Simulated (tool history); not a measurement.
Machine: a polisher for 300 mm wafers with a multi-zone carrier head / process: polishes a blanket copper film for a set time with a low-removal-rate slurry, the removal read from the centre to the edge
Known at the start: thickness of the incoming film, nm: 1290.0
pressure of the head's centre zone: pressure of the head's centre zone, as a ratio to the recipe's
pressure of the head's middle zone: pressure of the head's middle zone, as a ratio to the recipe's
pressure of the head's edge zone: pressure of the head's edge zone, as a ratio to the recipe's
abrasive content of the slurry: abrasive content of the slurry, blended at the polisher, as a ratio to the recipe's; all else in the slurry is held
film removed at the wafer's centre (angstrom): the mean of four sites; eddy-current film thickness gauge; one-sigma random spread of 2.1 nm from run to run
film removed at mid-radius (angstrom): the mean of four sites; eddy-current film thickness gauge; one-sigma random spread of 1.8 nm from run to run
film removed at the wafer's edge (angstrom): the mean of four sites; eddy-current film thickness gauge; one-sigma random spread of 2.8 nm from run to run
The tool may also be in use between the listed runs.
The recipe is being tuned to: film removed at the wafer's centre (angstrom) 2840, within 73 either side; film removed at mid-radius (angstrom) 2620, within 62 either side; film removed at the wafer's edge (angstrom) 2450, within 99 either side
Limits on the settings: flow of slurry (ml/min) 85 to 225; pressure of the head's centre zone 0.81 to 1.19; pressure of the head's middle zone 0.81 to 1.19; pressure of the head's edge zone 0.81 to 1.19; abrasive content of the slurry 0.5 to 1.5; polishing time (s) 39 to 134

run	hour	flow of slurry (ml/min)	pressure of the head's centre zone	pressure of the head's middle zone	pressure of the head's edge zone	abrasive content of the slurry	polishing time (s)	film removed at the wafer's centre (angstrom)	film removed at mid-radius (angstrom)	film removed at the wafer's edge (angstrom)
1	0	145	1	1	1	1	86	2247.9	2257.8	2195
2	1.9	155	1.02	1.01	1.01	1	86	2286	2293.7	2194.5
3	9.7	120	1.02	1.01	1.01	1	86	2144.1	2154.9	2161.5
4	17.1	120	1.02	1.01	1.01	0.8	86	2068.6	2073.6	2058.4
5	25	90	1.02	1.01	1.01	0.8	86	1870.8	1884.4	1937.4
6	30	90	1.02	1.05	1.01	0.8	86	1872.7	1934.9	1940.7
7	37.6	130	1.12	1.15	1.11	1.05	87	2433.8	2474.8	2335.9
8	43.9	140	1.13	1.14	1.11	1.05	87	2478.4	2484.6	2364.2
9	48.1	150	1.14	1.14	1.1	1.05	87	2529.6	2565.5	2368.4
10	55.9	155	1.15	1.12	1.09	1.05	87	2560.6	2556.5	2312.6
11	59.4	160	1.16	1.11	1.1	1.1	87	2642.6	2554	2413.1
12	66.7	165	1.17	1.1	1.09	1.1	87	2656.9	2558.2	2434.5

Next run, 5 choices. One meets every target within its allowed miss, the rest don't. Which?
A	74	215	1	1.15	1.15	1	85	?	?	?
B	74	160	1.06	1.1	1.12	1.1	88	?	?	?
C	74	220	1.19	1.03	0.98	1.5	85	?	?	?
D	74	165	1.19	1.08	1.05	0.8	96	?	?	?
E	74	220	0.99	1.07	1.12	0.85	99	?	?	?

move	film removed at the wafer's centre (angstrom)	film removed at mid-radius (angstrom)	film removed at the wafer's edge (angstrom)
A	2377.5	2664.2	2407.4
B	2480.2	2573.3	2415.7
C	2952.2	2628.4	2413.3
D	2815.5	2623.2	2419.5
E	2676.7	2842.1	2695.7
A: its largest miss is bigger than the last run's
B: its largest miss is bigger than the last run's
C: carries the result that was furthest off beyond its target, to the other side
D: meets every target
E: its largest miss is bigger than the last run's
Correct choice: D, which meets every target
